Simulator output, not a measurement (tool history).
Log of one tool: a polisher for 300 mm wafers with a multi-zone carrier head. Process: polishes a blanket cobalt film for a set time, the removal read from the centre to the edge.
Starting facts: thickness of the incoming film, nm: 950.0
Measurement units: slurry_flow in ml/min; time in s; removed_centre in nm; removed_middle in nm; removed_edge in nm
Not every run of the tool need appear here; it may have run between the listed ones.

| run | hour | slurry_flow | centre_zone | middle_zone | edge_zone | time | removed_centre | removed_middle | removed_edge |
|---|---|---|---|---|---|---|---|---|---|
| 1 | 0.0 | 245 | 1.00 | 1.00 | 1.00 | 38 | 268.18 | 272.32 | 262.96 |
| 2 | 5.8 | 245 | 0.94 | 1.00 | 1.00 | 38 | 250.95 | 270.85 | 268.38 |
| 3 | 7.3 | 255 | 0.97 | 0.96 | 1.01 | 38 | 259.49 | 265.77 | 271.94 |
| 4 | 9.5 | 255 | 0.97 | 0.96 | 1.09 | 38 | 260.08 | 263.71 | 285.99 |
| 5 | 10.2 | 260 | 1.00 | 0.93 | 1.08 | 38 | 270.20 | 258.69 | 280.72 |
| 6 | 12.9 | 260 | 1.02 | 0.91 | 1.08 | 38 | 273.20 | 256.34 | 285.92 |

What does the tool deliver on the next run?
| 7 | 13.5 | 265 | 1.05 | 0.89 | 1.07 | 38 | ? | ? | ? |

Run 7 gave removed_centre 282.87 nm, removed_middle 246.88 nm, removed_edge 278.77 nm.
